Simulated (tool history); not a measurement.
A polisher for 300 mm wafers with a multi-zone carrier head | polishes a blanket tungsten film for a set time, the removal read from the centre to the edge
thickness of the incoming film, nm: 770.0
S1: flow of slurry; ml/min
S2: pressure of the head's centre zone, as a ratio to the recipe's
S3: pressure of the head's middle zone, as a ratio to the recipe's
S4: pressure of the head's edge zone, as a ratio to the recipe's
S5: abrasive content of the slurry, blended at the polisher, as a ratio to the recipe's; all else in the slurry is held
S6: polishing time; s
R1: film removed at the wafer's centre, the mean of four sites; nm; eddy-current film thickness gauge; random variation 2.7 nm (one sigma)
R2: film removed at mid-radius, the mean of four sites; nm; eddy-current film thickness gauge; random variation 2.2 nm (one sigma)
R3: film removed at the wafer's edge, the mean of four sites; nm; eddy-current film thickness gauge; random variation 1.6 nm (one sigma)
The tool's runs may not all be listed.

run  hour   S1    S2    S3    S4    S5  S6      R1      R2      R3
  1   0.0  190  1.00  1.00  1.00  1.00  50  278.77  321.71  317.75
  2   5.0  190  1.00  1.04  1.00  1.00  50  291.66  326.58  319.87
  3  10.6  190  1.00  1.04  0.92  1.00  50  282.16  329.25  306.41
  4  14.5  185  1.04  0.99  0.91  0.85  48  268.26  292.13  285.37
  5  15.6  230  1.04  0.99  0.91  0.85  48  283.98  303.33  286.79
  6  19.1  230  1.04  0.99  0.98  0.85  48  285.87  296.38  302.90
  7  23.4  230  1.05  0.97  0.95  0.75  46  265.01  276.80  274.07
  8  29.9  225  1.06  0.94  0.93  0.70  45  251.04  257.45  260.95
  9  32.1  220  1.07  0.92  0.90  0.65  45  253.48  250.60  250.53
 10  36.1  210  1.07  0.90  0.88  0.65  45  252.09  249.85  248.23
     42.9  -- centre zone pressure recalibrated
 11  42.9  200  1.07  0.88  0.87  0.60  45  271.74  234.78  238.95
 12  45.1  210  1.05  0.89  0.88  0.55  44  260.65  228.73  231.40
 13  50.2  215  1.07  0.90  0.90  0.55  43  258.57  227.94  229.59
 14  57.7  225  1.06  0.89  0.89  0.60  42  261.79  228.53  230.81

Forecast run 15:
 15  64.5  215  1.08  0.90  0.90  0.60  42   ?   ?   ?

Run 15 gave R1 257.33 nm, R2 223.58 nm, R3 230.45 nm.

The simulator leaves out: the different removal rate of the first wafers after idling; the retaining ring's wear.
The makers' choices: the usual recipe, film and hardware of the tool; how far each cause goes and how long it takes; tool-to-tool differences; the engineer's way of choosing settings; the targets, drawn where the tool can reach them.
